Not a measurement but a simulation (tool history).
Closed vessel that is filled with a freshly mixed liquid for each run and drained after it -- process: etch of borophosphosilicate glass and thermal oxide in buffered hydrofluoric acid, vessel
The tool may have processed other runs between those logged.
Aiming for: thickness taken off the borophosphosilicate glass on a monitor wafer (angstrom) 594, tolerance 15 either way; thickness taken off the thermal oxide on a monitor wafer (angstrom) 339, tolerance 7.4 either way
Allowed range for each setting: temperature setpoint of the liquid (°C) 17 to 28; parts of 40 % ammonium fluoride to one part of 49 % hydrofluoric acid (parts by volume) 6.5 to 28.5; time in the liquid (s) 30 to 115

run    day  temperature setpoint of the liquid (°C)  parts of 40 % ammonium fluoride to one part of 49 % hydrofluoric acid (parts by volume)  time in the liquid (s)  thickness taken off the borophosphosilicate glass on a monitor wafer (angstrom)  thickness taken off the thermal oxide on a monitor wafer (angstrom)
  1      0                                       20                                                                                     17.5                      60                                                                           538.22                                                                  307
  2  0.225                                       17                                                                                     17.5                      60                                                                           450.32                                                               256.28
  3  0.342                                       18                                                                                     17.5                      60                                                                           476.55                                                               271.75
  4  0.583                                     18.5                                                                                     17.5                      60                                                                           487.97                                                               280.45
  5  0.862                                       20                                                                                     17.5                      60                                                                           536.92                                                               306.16
  6  0.938                                       20                                                                                     17.5                      45                                                                           407.43                                                               230.26
  7  1.275                                       24                                                                                     17.5                      45                                                                           501.04                                                               285.83
  8  1.404                                     24.5                                                                                     17.5                      45                                                                           517.89                                                               290.08
  9  1.683                                       25                                                                                     17.5                      45                                                                           529.71                                                               304.32
 10   2.05                                       25                                                                                     17.5                      45                                                                           527.62                                                               304.01
 11  2.225                                     25.5                                                                                     17.5                      45                                                                           543.76                                                               309.47
 12  2.596                                       26                                                                                     17.5                      45                                                                           559.52                                                               317.36
 13  2.658                                     26.5                                                                                     17.5                      45                                                                           569.46                                                                329.2

Exactly one of the 5 candidate moves below puts every result within its allowed miss. Which one?
  A  2.721                                     27.5                                                                                       19                      45                                                                                ?                                                                    ?
  B  2.721                                     23.5                                                                                       10                      30                                                                                ?                                                                    ?
  C  2.721                                     26.5                                                                                       14                      35                                                                                ?                                                                    ?
  D  2.721                                       28                                                                                     19.5                      45                                                                                ?                                                                    ?
  E  2.721                                     24.5                                                                                       17                      50                                                                                ?                                                                    ?

move  thickness taken off the borophosphosilicate glass on a monitor wafer (angstrom)  thickness taken off the thermal oxide on a monitor wafer (angstrom)
   A                                                                           561.11                                                                318.9
   B                                                                           568.06                                                               321.13
   C                                                                           559.29                                                               317.36
   D                                                                           561.59                                                               319.27
   E                                                                           592.66                                                               336.21
A: lands further from the targets than the last run did
B: lands further from the targets than the last run did
C: lands further from the targets than the last run did
D: lands further from the targets than the last run did
E: all results land within tolerance of their targets
E meets every target.
